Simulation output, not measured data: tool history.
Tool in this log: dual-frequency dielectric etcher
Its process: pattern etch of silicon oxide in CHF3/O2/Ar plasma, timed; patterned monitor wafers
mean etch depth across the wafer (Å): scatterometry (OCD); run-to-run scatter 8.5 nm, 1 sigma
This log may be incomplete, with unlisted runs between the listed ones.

| run | hour | source power (kW) | bias power (kW) | etch time (s) | mean etch depth across the wafer (Å) |
|---|---|---|---|---|---|
| 1 | 0.0 | 0.720 | 0.188 | 502.0 | 11532 |
| 2 | 2.8 | 0.720 | 0.188 | 523.5 | 11984 |
| 3 | 8.4 | 0.720 | 0.188 | 523.5 | 12127 |
| 4 | 9.1 | 0.760 | 0.192 | 523.5 | 12356 |
| 5 | 12.3 | 0.660 | 0.192 | 523.5 | 11741 |
| 6 | 15.4 | 0.540 | 0.192 | 523.5 | 11014 |
| 7 | 21.9 | 0.620 | 0.200 | 523.5 | 11778 |
| 8 | 24.1 | 0.620 | 0.200 | 523.5 | 11793 |

Estimate the outcome of run 9 from the log above:
| 9 | 30.4 | 0.670 | 0.205 | 523.5 | ? |

mean etch depth across the wafer (Å): 12332
